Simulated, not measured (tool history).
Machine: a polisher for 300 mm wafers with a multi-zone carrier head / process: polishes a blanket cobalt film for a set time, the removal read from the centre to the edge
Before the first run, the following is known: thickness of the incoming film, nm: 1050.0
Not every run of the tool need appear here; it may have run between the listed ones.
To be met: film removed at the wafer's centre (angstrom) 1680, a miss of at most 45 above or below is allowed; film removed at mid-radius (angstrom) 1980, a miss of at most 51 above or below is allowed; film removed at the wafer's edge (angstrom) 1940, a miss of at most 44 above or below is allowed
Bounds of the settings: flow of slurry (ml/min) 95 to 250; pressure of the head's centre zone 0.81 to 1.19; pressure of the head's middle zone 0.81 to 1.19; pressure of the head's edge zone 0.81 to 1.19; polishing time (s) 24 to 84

run  hour  flow of slurry (ml/min)  pressure of the head's centre zone  pressure of the head's middle zone  pressure of the head's edge zone  polishing time (s)  film removed at the wafer's centre (angstrom)  film removed at mid-radius (angstrom)  film removed at the wafer's edge (angstrom)
  1     0                      160                                   1                                   1                                 1                  54                                         1753.8                                 1711.3                                       1784.9
  2   3.8                      160                                   1                                   1                                 1                  45                                         1465.2                                 1457.4                                         1477
  3  10.6                      160                                   1                                   1                                 1                  58                                         1912.4                                 1840.4                                       1921.4
  4  17.7                      160                                0.98                                1.01                                 1                  58                                           1873                                 1849.7                                       1936.1
  5  18.9                      160                                0.97                                1.03                                 1                  58                                         1819.4                                 1890.1                                       1904.4
  6    22                      160                                1.01                                1.03                                 1                  58                                           1889                                 1913.4                                       1933.1
  7  24.1                      155                                   1                                1.04                              1.01                  58                                         1871.5                                 1907.6                                       1942.4
  8  26.4                      150                                0.99                                1.05                              1.01                  58                                         1873.8                                 1894.3                                       1885.5
  9  29.9                      155                                0.97                                1.05                              1.02                  58                                         1838.5                                 1919.5                                         1935
 10  38.7                      155                                0.96                                1.06                              1.02                  58                                         1817.3                                 1927.4                                       1931.4
 11  47.4                      155                                0.95                                1.07                              1.02                  58                                         1794.7                                 1933.3                                       1908.6
 12  50.1                      155                                0.94                                1.08                              1.03                  58                                         1786.9                                   1983                                       1909.9
 13  56.2                      155                                0.93                                1.08                              1.04                  58                                         1741.7                                 1956.9                                         1934

Which single option among these 5 for the next run brings every result within its allowed miss of target? Just one does.
  A  62.3                      120                                0.89                                1.08                                 1                  62                                              ?                                      ?                                            ?
  B  62.3                      160                                0.93                                1.14                              1.03                  55                                              ?                                      ?                                            ?
  C  62.3                      130                                0.96                                1.08                              1.01                  61                                              ?                                      ?                                            ?
  D  62.3                      130                                0.97                                0.96                              0.96                  64                                              ?                                      ?                                            ?
  E  62.3                      145                                0.95                                1.05                              1.01                  60                                              ?                                      ?                                            ?

move  film removed at the wafer's centre (angstrom)  film removed at mid-radius (angstrom)  film removed at the wafer's edge (angstrom)
   A                                           1681                                 1985.5                                       1945.7
   B                                         1675.7                                 1972.9                                         1835
   C                                         1815.2                                 1994.4                                       1952.1
   D                                           1921                                 1893.9                                         2002
   E                                         1820.2                                 1965.1                                       1956.1
A: in spec on every target
B: brings the result that was furthest off to its target, and leaves another outside
C: lands further from the targets than the last run did
D: lands further from the targets than the last run did
E: lands further from the targets than the last run did
Go with A: it meets all targets.
